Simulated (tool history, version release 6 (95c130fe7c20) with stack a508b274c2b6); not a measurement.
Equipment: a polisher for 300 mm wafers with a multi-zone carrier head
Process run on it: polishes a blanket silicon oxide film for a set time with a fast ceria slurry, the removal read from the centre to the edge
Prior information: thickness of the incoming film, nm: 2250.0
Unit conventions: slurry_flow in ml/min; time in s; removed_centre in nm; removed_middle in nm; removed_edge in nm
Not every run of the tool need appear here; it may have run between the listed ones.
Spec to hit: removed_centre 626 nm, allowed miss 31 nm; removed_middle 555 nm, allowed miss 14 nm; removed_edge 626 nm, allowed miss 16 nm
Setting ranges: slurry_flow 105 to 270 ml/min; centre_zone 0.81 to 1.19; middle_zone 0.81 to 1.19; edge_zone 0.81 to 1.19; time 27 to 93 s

Run 1, hour 0: slurry_flow 175 ml/min, centre_zone 1, middle_zone 1, edge_zone 1, time 59 s. Result: removed_centre 585.45 nm, removed_middle 558.41 nm, removed_edge 556.29 nm.
Run 2, hour 4.4: slurry_flow 180 ml/min, centre_zone 1, middle_zone 0.99, edge_zone 1.02, time 59 s. Result: removed_centre 580.12 nm, removed_middle 561.53 nm, removed_edge 566.05 nm.
Run 3, hour 6.2: slurry_flow 180 ml/min, centre_zone 1.01, middle_zone 0.98, edge_zone 1.03, time 59 s. Result: removed_centre 591.68 nm, removed_middle 546.63 nm, removed_edge 573.19 nm.
Run 4, hour 8.7: slurry_flow 185 ml/min, centre_zone 1.01, middle_zone 0.98, edge_zone 1.04, time 59 s. Result: removed_centre 573.95 nm, removed_middle 543.44 nm, removed_edge 578.81 nm.
Run 5, hour 16.9: slurry_flow 185 ml/min, centre_zone 0.95, middle_zone 0.98, edge_zone 1.04, time 59 s. Result: removed_centre 571.39 nm, removed_middle 554.09 nm, removed_edge 570.08 nm.
Run 6, hour 22.4: slurry_flow 185 ml/min, centre_zone 0.95, middle_zone 0.98, edge_zone 1.04, time 44 s. Result: removed_centre 407.64 nm, removed_middle 409.3 nm, removed_edge 427.07 nm.
Run 7, hour 23.9: slurry_flow 190 ml/min, centre_zone 0.97, middle_zone 0.99, edge_zone 1.06, time 46 s. Result: removed_centre 451.23 nm, removed_middle 432.34 nm, removed_edge 449.9 nm.
Run 8, hour 28.8: slurry_flow 190 ml/min, centre_zone 0.97, middle_zone 0.99, edge_zone 1.07, time 48 s. Result: removed_centre 463.2 nm, removed_middle 456.46 nm, removed_edge 484.65 nm.
Run 9, hour 29.9: slurry_flow 195 ml/min, centre_zone 1, middle_zone 1, edge_zone 1.08, time 48 s. Result: removed_centre 473.82 nm, removed_middle 459.73 nm, removed_edge 481.44 nm.
Run 10, hour 36.3: slurry_flow 195 ml/min, centre_zone 1.01, middle_zone 1, edge_zone 1.09, time 49 s. Result: removed_centre 491.71 nm, removed_middle 468.48 nm, removed_edge 492.92 nm.
Run 11, hour 40.5: slurry_flow 200 ml/min, centre_zone 1.02, middle_zone 1, edge_zone 1.1, time 50 s. Result: removed_centre 508.68 nm, removed_middle 478.78 nm, removed_edge 498.76 nm.
Run 12, hour 46.8: slurry_flow 195 ml/min, centre_zone 1.02, middle_zone 1, edge_zone 1.11, time 51 s. Result: removed_centre 516.02 nm, removed_middle 489.41 nm, removed_edge 521.02 nm.
Run 13, hour 48: slurry_flow 195 ml/min, centre_zone 1.03, middle_zone 1, edge_zone 1.12, time 52 s. Result: removed_centre 531.62 nm, removed_middle 497.06 nm, removed_edge 522.6 nm.

Which of these 4 next moves meets every target?
Run A, hour 49.2: slurry_flow 225 ml/min, centre_zone 1.04, middle_zone 0.96, edge_zone 1.16, time 59 s. Result: removed_centre ?, removed_middle ?, removed_edge ?.
Run B, hour 49.2: slurry_flow 200 ml/min, centre_zone 0.82, middle_zone 0.98, edge_zone 1.19, time 58 s. Result: removed_centre ?, removed_middle ?, removed_edge ?.
Run C, hour 49.2: slurry_flow 175 ml/min, centre_zone 0.85, middle_zone 1.07, edge_zone 1.17, time 58 s. Result: removed_centre ?, removed_middle ?, removed_edge ?.
Run D, hour 49.2: slurry_flow 180 ml/min, centre_zone 1.05, middle_zone 1.13, edge_zone 1.11, time 46 s. Result: removed_centre ?, removed_middle ?, removed_edge ?.

move  removed_centre  removed_middle  removed_edge
   A          627.46          550.41        611.95
   B          476.25          541.81        601.61
   C          481.88          570.69        585.87
   D          475.79          476.19        453.74
A: meets every target
B: closer than the last run, but not yet in spec
C: closer than the last run, but not yet in spec
D: the biggest miss grows against the last run
So the answer is move A, the one that meets all the targets.
